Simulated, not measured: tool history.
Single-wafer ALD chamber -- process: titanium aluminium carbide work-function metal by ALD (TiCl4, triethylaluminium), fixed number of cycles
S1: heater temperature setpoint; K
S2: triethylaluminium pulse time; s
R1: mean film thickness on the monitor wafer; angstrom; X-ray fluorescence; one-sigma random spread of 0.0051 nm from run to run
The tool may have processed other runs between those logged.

run  hour      S1    S2      R1
  1     0  568.15  12.2  19.614
  2   1.7  568.15  9.22  18.843
  3  10.5  574.15  9.22  19.421
  4  17.6  568.15  8.71  18.486
  5  19.6  565.15  8.62  18.245
  6  27.1  565.15  5.94  14.444
  7  35.5  568.15  5.95   14.81
  8  44.2  573.15  5.99  15.197
  9  45.1  576.15  6.17  15.912
 10  49.1  578.15  6.19   16.11
 11  54.5  579.15   6.2  16.148
 12  59.8  588.15  6.88   18.11
 13    66  586.15  6.86  18.053
 14    71  586.15  6.86  18.074

Run 15 has not been measured yet. What should we expect?
 15  76.5  584.15  6.85   ?

R1: 17.829 angstrom

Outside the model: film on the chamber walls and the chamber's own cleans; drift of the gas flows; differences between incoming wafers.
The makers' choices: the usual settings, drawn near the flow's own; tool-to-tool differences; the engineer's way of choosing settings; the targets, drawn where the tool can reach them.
